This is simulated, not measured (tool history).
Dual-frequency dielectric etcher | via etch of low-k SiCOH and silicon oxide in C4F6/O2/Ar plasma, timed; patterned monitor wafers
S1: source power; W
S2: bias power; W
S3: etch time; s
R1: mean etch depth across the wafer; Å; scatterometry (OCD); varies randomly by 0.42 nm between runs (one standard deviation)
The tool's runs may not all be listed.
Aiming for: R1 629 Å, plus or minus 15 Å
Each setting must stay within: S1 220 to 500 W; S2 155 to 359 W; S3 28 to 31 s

| run | hour | S1 | S2 | S3 | R1 |
|---|---|---|---|---|---|
| 1 | 0 | 360 | 257 | 31 | 841.1 |
| 2 | 2.3 | 350 | 246 | 30.5 | 804.06 |
| 3 | 2.9 | 350 | 216 | 30.5 | 773.24 |
| 4 | 6.9 | 340 | 210 | 30.5 | 746.32 |
| 5 | 12.9 | 330 | 208 | 30.5 | 734.41 |
| 6 | 18.5 | 320 | 207 | 30.5 | 722 |
| 7 | 19.3 | 310 | 206 | 30.5 | 704.48 |
| 8 | 23.6 | 300 | 205 | 30.5 | 692.67 |
| 9 | 29.5 | 290 | 204 | 30.5 | 665.33 |
| 10 | 36.7 | 280 | 203 | 30.5 | 654.98 |
| 11 | 39.5 | 250 | 196 | 30.5 | 592.4 |
| 12 | 42.4 | 280 | 198 | 30.5 | 650.13 |

4 candidate next runs follow, results not yet known. Just one meets every target within its allowed miss. Identify it.
| A | 45.3 | 300 | 184 | 30 | ? |
| B | 45.3 | 260 | 209 | 31 | ? |
| C | 45.3 | 320 | 202 | 28 | ? |
| D | 45.3 | 320 | 192 | 28.5 | ? |

| move | R1 |
|---|---|
| A | 657.88 |
| B | 631.79 |
| C | 656.82 |
| D | 660.02 |
A: further off than the last run
B: hits every target within its allowed miss
C: further off than the last run
D: further off than the last run
The move that meets every target is B.
